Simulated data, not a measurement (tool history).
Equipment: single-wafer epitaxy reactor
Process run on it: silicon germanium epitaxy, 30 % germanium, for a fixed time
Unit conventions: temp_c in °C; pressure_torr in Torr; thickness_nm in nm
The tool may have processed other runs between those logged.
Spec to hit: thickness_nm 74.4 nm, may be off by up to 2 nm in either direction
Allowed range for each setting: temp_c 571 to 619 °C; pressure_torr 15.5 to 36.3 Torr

run	hour	temp_c	pressure_torr	thickness_nm
1	0	595	25.9	60.787
2	9	584	25.9	50.392
3	16.9	587	26	53.084
4	25.8	576	26	44.16
5	30.9	571	26	40.45
6	38.3	571	30.6	42.855
7	39	575	30.8	45.888
8	42.8	579	31	49.615
9	50.8	582	31.2	51.999
10	58.2	585	31.3	54.772
11	65.2	587	31.4	56.56
12	67.7	589	31.5	58.849
13	71.8	591	31.6	60.683
14	75.8	593	31.7	63.104
15	81.4	594	31.8	63.934

Below are 4 possible settings for the next run. Only one of them brings all results inside the allowed miss of their targets. Which is it?
A	87	597	33.6	?
B	87	583	29.2	?
C	87	601	34.8	?
D	87	600	29.3	?

move	thickness_nm
A	68.821
B	51.917
C	74.382
D	68.929
A: better than the last run, though not everything is in spec
B: moves away from the targets compared with the last run
C: in spec on every target
D: better than the last run, though not everything is in spec
C meets every target.
